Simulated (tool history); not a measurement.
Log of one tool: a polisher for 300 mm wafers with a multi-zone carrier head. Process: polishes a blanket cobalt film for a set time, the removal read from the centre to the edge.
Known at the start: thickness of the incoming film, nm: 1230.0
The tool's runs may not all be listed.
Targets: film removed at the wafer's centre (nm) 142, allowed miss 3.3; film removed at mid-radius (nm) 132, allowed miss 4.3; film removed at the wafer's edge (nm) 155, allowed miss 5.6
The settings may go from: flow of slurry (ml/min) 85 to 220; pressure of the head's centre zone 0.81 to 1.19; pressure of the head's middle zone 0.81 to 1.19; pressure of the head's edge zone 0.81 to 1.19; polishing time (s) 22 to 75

run,hour,flow of slurry (ml/min),pressure of the head's centre zone,pressure of the head's middle zone,pressure of the head's edge zone,polishing time (s),film removed at the wafer's centre (nm),film removed at mid-radius (nm),film removed at the wafer's edge (nm)
1,0,140,1,1,1,48,131.04,129.56,129.21
2,2.2,140,1,1,1,59,162.3,159.21,160.2
3,9.2,135,0.99,0.98,1.01,59,158.08,156.39,159.23
4,10.7,135,0.99,0.95,1.01,59,160.77,154.13,157.6
5,16.7,135,0.99,0.95,1.07,59,161.16,154.05,163.42
6,24.1,135,0.99,0.95,1.07,64,173.64,165.57,180.42
7,24.9,130,0.98,0.93,1.08,63,166.9,156.31,172.76
8,29.1,125,0.97,0.92,1.08,63,163.96,153.81,170.74
9,31.8,120,0.96,0.91,1.08,63,160.71,151.42,174.15
10,39.3,115,0.95,0.9,1.06,63,156.75,149.32,169.64
11,44.1,110,0.95,0.89,1.05,63,155.66,146.6,167.52
12,46.8,105,0.95,0.88,1.04,63,152.39,144.29,167.14
13,54,105,0.95,0.87,1.03,63,153.22,142.8,165.85
14,60.6,105,0.95,0.86,1.02,63,151.81,140.28,161.05

Which of these 4 next moves meets every target?
A,67.2,135,0.93,0.81,1.07,62,?,?,?
B,67.2,105,0.9,0.9,1.02,61,?,?,?
C,67.2,220,1.07,0.85,0.94,53,?,?,?
D,67.2,85,0.99,0.89,1.05,62,?,?,?

move,film removed at the wafer's centre (nm),film removed at mid-radius (nm),film removed at the wafer's edge (nm)
A,160.16,139.85,171.5
B,142.08,140.25,157.09
C,169.47,135.59,146.67
D,142.93,130.95,154.12
A: further off than the last run
B: brings the result that was furthest off to its target, and leaves another outside
C: further off than the last run
D: meets every target
Answer: D

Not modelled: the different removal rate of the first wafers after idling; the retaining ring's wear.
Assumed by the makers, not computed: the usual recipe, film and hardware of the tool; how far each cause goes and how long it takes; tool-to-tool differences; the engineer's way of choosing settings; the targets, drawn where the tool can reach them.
